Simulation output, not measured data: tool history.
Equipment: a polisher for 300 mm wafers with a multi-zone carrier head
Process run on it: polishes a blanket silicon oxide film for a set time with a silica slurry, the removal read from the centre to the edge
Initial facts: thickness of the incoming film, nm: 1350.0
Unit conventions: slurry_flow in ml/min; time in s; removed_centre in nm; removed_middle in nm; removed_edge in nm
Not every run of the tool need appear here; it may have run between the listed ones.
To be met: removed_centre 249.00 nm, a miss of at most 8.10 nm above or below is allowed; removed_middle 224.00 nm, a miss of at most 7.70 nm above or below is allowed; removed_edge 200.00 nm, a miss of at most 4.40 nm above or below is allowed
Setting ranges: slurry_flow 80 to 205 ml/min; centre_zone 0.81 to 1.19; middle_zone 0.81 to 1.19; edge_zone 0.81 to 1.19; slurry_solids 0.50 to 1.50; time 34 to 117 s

run 1 hour=0.0 | slurry_flow=135 centre_zone=1.00 middle_zone=1.00 edge_zone=1.00 slurry_solids=1.00 time=75 | removed_centre=190.80 removed_middle=207.42 removed_edge=209.36
run 2 hour=2.1 | slurry_flow=135 centre_zone=0.92 middle_zone=1.00 edge_zone=1.00 slurry_solids=1.00 time=75 | removed_centre=174.41 removed_middle=208.21 removed_edge=208.42
run 3 hour=7.4 | slurry_flow=135 centre_zone=0.92 middle_zone=1.00 edge_zone=1.00 slurry_solids=1.00 time=63 | removed_centre=145.13 removed_middle=174.29 removed_edge=176.03
run 4 hour=16.0 | slurry_flow=150 centre_zone=0.98 middle_zone=1.01 edge_zone=0.97 slurry_solids=1.05 time=63 | removed_centre=164.24 removed_middle=183.32 removed_edge=178.66
run 5 hour=17.5 | slurry_flow=160 centre_zone=1.02 middle_zone=1.02 edge_zone=0.97 slurry_solids=1.10 time=63 | removed_centre=176.17 removed_middle=194.03 removed_edge=184.47
run 6 hour=21.3 | slurry_flow=170 centre_zone=1.05 middle_zone=1.01 edge_zone=0.95 slurry_solids=1.15 time=63 | removed_centre=190.78 removed_middle=196.22 removed_edge=192.47
run 7 hour=23.2 | slurry_flow=175 centre_zone=1.08 middle_zone=1.02 edge_zone=0.92 slurry_solids=1.15 time=63 | removed_centre=200.49 removed_middle=204.10 removed_edge=186.06
run 8 hour=23.8 | slurry_flow=180 centre_zone=1.10 middle_zone=1.02 edge_zone=0.92 slurry_solids=1.15 time=63 | removed_centre=200.70 removed_middle=199.41 removed_edge=187.36
run 9 hour=27.1 | slurry_flow=185 centre_zone=1.12 middle_zone=1.02 edge_zone=0.90 slurry_solids=1.20 time=63 | removed_centre=210.91 removed_middle=209.60 removed_edge=190.71
run 10 hour=29.4 | slurry_flow=190 centre_zone=1.13 middle_zone=1.01 edge_zone=0.88 slurry_solids=1.25 time=63 | removed_centre=216.61 removed_middle=209.41 removed_edge=193.94
run 11 hour=36.5 | slurry_flow=195 centre_zone=1.14 middle_zone=1.01 edge_zone=0.87 slurry_solids=1.25 time=64 | removed_centre=226.23 removed_middle=215.86 removed_edge=195.23
run 12 hour=38.6 | slurry_flow=195 centre_zone=1.15 middle_zone=1.01 edge_zone=0.86 slurry_solids=1.25 time=64 | removed_centre=225.68 removed_middle=214.64 removed_edge=195.94
run 13 hour=41.0 | slurry_flow=195 centre_zone=1.16 middle_zone=1.01 edge_zone=0.85 slurry_solids=1.25 time=64 | removed_centre=229.43 removed_middle=213.67 removed_edge=192.86

Below are 5 possible settings for the next run. Only one of them brings all results inside the allowed miss of their targets. Which is it?
run A hour=43.4 | slurry_flow=200 centre_zone=1.01 middle_zone=0.94 edge_zone=0.89 slurry_solids=1.40 time=62 | removed_centre=? removed_middle=? removed_edge=?
run B hour=43.4 | slurry_flow=190 centre_zone=1.01 middle_zone=0.98 edge_zone=0.92 slurry_solids=1.30 time=67 | removed_centre=? removed_middle=? removed_edge=?
run C hour=43.4 | slurry_flow=205 centre_zone=1.19 middle_zone=1.00 edge_zone=0.81 slurry_solids=1.20 time=69 | removed_centre=? removed_middle=? removed_edge=?
run D hour=43.4 | slurry_flow=165 centre_zone=1.16 middle_zone=0.99 edge_zone=0.87 slurry_solids=1.25 time=62 | removed_centre=? removed_middle=? removed_edge=?
run E hour=43.4 | slurry_flow=200 centre_zone=1.13 middle_zone=1.11 edge_zone=0.81 slurry_solids=1.20 time=64 | removed_centre=? removed_middle=? removed_edge=?

move=A removed_centre=201.38 removed_middle=210.60 removed_edge=201.60
move=B removed_centre=209.25 removed_middle=224.88 removed_edge=213.18
move=C removed_centre=248.90 removed_middle=228.93 removed_edge=201.79
move=D removed_centre=213.30 removed_middle=200.94 removed_edge=185.75
move=E removed_centre=218.30 removed_middle=226.73 removed_edge=186.46
A: its largest miss is bigger than the last run's
B: its largest miss is bigger than the last run's
C: meets every target
D: its largest miss is bigger than the last run's
E: its largest miss is bigger than the last run's
C is the move that brings every result within its allowed miss.

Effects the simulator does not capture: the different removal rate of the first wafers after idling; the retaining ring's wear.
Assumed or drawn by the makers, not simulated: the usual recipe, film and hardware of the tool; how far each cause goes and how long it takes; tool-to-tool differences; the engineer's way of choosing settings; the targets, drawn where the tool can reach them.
